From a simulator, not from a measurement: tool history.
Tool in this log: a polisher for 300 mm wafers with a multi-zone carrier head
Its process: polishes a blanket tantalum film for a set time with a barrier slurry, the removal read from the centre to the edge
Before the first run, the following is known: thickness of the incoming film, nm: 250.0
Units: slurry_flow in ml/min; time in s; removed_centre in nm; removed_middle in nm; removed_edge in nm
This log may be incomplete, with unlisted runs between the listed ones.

run 1 day=0.000 | slurry_flow=230 centre_zone=1.00 middle_zone=1.00 edge_zone=1.00 slurry_solids=1.00 time=32 | removed_centre=77.516 removed_middle=75.694 removed_edge=74.573
run 2 day=0.058 | slurry_flow=230 centre_zone=1.00 middle_zone=1.00 edge_zone=1.05 slurry_solids=1.00 time=32 | removed_centre=77.954 removed_middle=75.015 removed_edge=76.176
run 3 day=0.338 | slurry_flow=225 centre_zone=0.98 middle_zone=1.00 edge_zone=1.02 slurry_solids=0.95 time=32 | removed_centre=73.751 removed_middle=74.830 removed_edge=74.311
run 4 day=0.521 | slurry_flow=225 centre_zone=0.98 middle_zone=1.00 edge_zone=1.02 slurry_solids=0.95 time=37 | removed_centre=84.403 removed_middle=84.684 removed_edge=85.260
run 5 day=0.846 | slurry_flow=225 centre_zone=0.98 middle_zone=1.00 edge_zone=0.99 slurry_solids=0.85 time=36 | removed_centre=79.265 removed_middle=82.358 removed_edge=78.888
run 6 day=1.179 | slurry_flow=225 centre_zone=0.93 middle_zone=1.00 edge_zone=0.99 slurry_solids=0.85 time=36 | removed_centre=74.541 removed_middle=81.264 removed_edge=77.720
-- day=1.317 worn pad replaced by a new one
run 7 day=1.317 | slurry_flow=225 centre_zone=0.93 middle_zone=0.97 edge_zone=0.96 slurry_solids=0.80 time=36 | removed_centre=78.789 removed_middle=83.490 removed_edge=80.747
run 8 day=1.500 | slurry_flow=220 centre_zone=0.96 middle_zone=0.99 edge_zone=0.99 slurry_solids=0.75 time=35 | removed_centre=77.161 removed_middle=80.393 removed_edge=77.524

What will run 9 give?
run 9 day=1.633 | slurry_flow=220 centre_zone=0.96 middle_zone=0.99 edge_zone=0.99 slurry_solids=0.75 time=34 | removed_centre=? removed_middle=? removed_edge=?

Run 9 measured removed_centre 74.169 nm, removed_middle 77.549 nm, removed_edge 75.950 nm.
